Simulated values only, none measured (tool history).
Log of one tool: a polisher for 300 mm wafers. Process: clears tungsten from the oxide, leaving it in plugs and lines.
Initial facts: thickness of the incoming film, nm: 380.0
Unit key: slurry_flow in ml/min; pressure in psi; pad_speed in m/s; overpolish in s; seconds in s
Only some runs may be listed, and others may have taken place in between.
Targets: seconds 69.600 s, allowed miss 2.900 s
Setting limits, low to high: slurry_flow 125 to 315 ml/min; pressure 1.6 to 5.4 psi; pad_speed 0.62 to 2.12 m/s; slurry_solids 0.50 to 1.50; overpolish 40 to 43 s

run,day,slurry_flow,pressure,pad_speed,slurry_solids,overpolish,seconds
1,0.000,205,3.5,1.36,1.00,40,47.603
2,0.096,205,3.3,1.36,1.00,40,48.116
3,0.379,205,3.3,1.36,0.85,40,49.677
4,0.571,205,3.1,1.36,0.85,40,51.954
5,0.629,205,2.9,1.36,0.85,40,53.872
6,0.846,205,2.7,1.36,0.85,40,56.703
7,1.050,205,2.6,1.36,0.85,40,57.958
8,1.079,205,2.5,1.36,0.85,40,58.783
9,1.162,205,2.4,1.36,0.85,40,61.488
10,1.225,205,2.3,1.36,0.85,40,61.258
11,1.308,205,2.2,1.36,0.85,40,62.899
12,1.633,205,2.1,1.36,0.85,40,64.332

Which single option among these 4 for the next run brings every result within its allowed miss of target? Just one does.
A,1.958,280,2.4,1.04,1.05,40,?
B,1.958,220,2.0,1.08,0.75,40,?
C,1.958,230,1.6,1.18,0.95,43,?
D,1.958,205,2.1,1.48,0.65,40,?

move,seconds
A,68.804
B,80.113
C,78.344
D,63.240
A: every result lands within tolerance
B: the result that was furthest off in the last run now lies on the other side of its target
C: the result that was furthest off in the last run now lies on the other side of its target
D: further off than the last run
Answer: A
